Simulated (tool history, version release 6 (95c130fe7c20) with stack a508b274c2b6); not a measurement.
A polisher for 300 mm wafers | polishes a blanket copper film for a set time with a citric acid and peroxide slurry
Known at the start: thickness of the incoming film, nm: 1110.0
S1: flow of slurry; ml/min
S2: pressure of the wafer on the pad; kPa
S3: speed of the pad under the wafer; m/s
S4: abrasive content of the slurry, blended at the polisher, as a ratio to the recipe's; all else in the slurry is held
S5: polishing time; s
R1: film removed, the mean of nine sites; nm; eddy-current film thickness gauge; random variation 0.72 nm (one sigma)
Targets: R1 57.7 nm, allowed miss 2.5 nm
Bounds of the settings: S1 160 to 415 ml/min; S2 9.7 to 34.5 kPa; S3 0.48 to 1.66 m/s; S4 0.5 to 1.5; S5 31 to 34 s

run    day   S1    S2    S3  S4  S5      R1
  1      0  265  22.1  1.06   1  34  96.837
  2  0.217  265  26.2  1.06   1  34  116.66
  3  0.475  265  23.4  1.06   1  34   103.9
  4  0.546  265  28.3  1.06   1  34  123.42
  5  0.883  215  28.3  1.06   1  34  119.31
  6  1.217  280  28.3  1.06   1  34  122.34
  7  1.238  280  24.8  1.02   1  34  106.96
  8  1.408  275  22.1     1   1  34  92.692

Which of these 5 next moves meets every target?
  A  1.579  270  24.1  1.04  1.05  34   ?
  B  1.579  260  16.5  0.92  0.95  31   ?
  C  1.579  340  20.7   0.9  1.15  31   ?
  D  1.579  310  16.5  0.74  1.15  31   ?
  E  1.579  200  28.3  1.38     1  34   ?

move      R1
   A  103.57
   B  57.071
   C  73.469
   D  48.808
   E  151.87
A: further off than the last run
B: meets every target
C: nearer than the last run, and not there yet
D: takes the result that was furthest off past its target
E: further off than the last run
Move B is the one to make.
